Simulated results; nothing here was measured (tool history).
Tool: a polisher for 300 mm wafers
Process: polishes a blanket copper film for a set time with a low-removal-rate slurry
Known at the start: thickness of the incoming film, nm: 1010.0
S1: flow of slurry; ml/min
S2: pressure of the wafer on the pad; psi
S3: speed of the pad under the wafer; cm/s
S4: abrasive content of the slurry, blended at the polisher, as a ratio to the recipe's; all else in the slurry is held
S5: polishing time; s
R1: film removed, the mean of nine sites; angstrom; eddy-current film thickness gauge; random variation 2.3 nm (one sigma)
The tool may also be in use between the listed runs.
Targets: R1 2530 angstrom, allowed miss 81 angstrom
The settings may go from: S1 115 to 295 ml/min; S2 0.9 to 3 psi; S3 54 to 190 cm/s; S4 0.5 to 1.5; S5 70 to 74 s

run	hour	S1	S2	S3	S4	S5	R1
1	0	190	1.9	122	1	70	1230
2	1.4	190	1.9	96	1	70	980.39
3	5.8	195	2.2	106	1	70	1188.9
4	10.8	150	2.2	106	1	70	1134.6
5	15.8	150	2.2	106	0.85	70	1094.8
6	24.5	150	2.2	106	0.7	70	1011.1
7	33.4	165	2.4	120	0.7	70	1248.3
8	39.4	175	2.6	134	0.7	70	1470
9	42.9	180	2.7	148	0.7	70	1704.4
# hour 45.7: worn pad replaced by a new one
10	45.7	185	2.8	158	0.7	70	2073.6
11	54.3	190	2.9	160	0.7	70	2118
12	56.6	190	2.9	164	0.7	70	2185.7
13	60	195	2.9	168	0.7	70	2285.8
14	66.5	195	2.9	168	0.7	70	2252.1
15	75	195	2.9	170	0.7	70	2271.8
16	75.8	195	2.9	170	0.7	70	2279.8
17	79.4	195	2.9	172	0.7	70	2303.9
18	81.7	195	2.9	174	0.7	70	2339.4
19	83.9	200	2.9	174	0.7	70	2344.9
20	85.6	200	3	176	0.7	70	2429.8

Which of these 4 next moves meets every target?
A	87.3	205	2.9	186	0.75	72	?
B	87.3	195	2.8	174	0.7	71	?
C	87.3	200	3	174	0.8	71	?
D	87.3	215	3	172	0.6	71	?

move	R1
A	2651.4
B	2305.3
C	2566
D	2294.4
A: takes the result that was furthest off past its target
B: further off than the last run
C: meets every target
D: further off than the last run
The right move is C.

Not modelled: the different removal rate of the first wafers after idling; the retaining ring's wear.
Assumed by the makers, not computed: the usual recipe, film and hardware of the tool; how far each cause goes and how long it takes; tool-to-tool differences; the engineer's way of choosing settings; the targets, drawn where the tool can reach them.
